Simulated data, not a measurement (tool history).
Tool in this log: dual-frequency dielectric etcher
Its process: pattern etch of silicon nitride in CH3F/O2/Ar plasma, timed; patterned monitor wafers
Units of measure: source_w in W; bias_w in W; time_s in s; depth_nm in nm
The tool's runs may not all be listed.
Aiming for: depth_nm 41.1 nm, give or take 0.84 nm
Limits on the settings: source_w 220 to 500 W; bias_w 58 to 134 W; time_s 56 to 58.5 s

{"run": 1, "day": 0.0, "source_w": 360, "bias_w": 96, "time_s": 56, "depth_nm": 44.61}
{"run": 2, "day": 0.304, "source_w": 360, "bias_w": 96, "time_s": 56, "depth_nm": 44.545}
{"run": 3, "day": 0.367, "source_w": 360, "bias_w": 111, "time_s": 56, "depth_nm": 47.134}
{"run": 4, "day": 0.533, "source_w": 360, "bias_w": 111, "time_s": 56, "depth_nm": 47.408}
{"run": 5, "day": 0.671, "source_w": 360, "bias_w": 111, "time_s": 56, "depth_nm": 47.42}
{"run": 6, "day": 0.971, "source_w": 330, "bias_w": 109, "time_s": 56, "depth_nm": 45.536}
{"run": 7, "day": 1.121, "source_w": 310, "bias_w": 108, "time_s": 56, "depth_nm": 45.309}
{"run": 8, "day": 1.421, "source_w": 290, "bias_w": 104, "time_s": 56, "depth_nm": 43.129}
{"run": 9, "day": 1.629, "source_w": 280, "bias_w": 103, "time_s": 56, "depth_nm": 42.326}
{"run": 10, "day": 1.846, "source_w": 270, "bias_w": 103, "time_s": 56, "depth_nm": 41.854}

Which single option among these 4 for the next run brings every result within its allowed miss of target? Just one does.
{"run": "A", "day": 2.062, "source_w": 290, "bias_w": 97, "time_s": 57, "depth_nm": "?"}
{"run": "B", "day": 2.062, "source_w": 270, "bias_w": 107, "time_s": 56.5, "depth_nm": "?"}
{"run": "C", "day": 2.062, "source_w": 360, "bias_w": 77, "time_s": 56, "depth_nm": "?"}
{"run": "D", "day": 2.062, "source_w": 300, "bias_w": 100, "time_s": 57, "depth_nm": "?"}

move=A depth_nm=42.409
move=B depth_nm=42.853
move=C depth_nm=40.587
move=D depth_nm=43.394
A: lands further from the targets than the last run did
B: lands further from the targets than the last run did
C: every result within its allowed miss
D: lands further from the targets than the last run did
So the answer is move C, the one that meets all the targets.
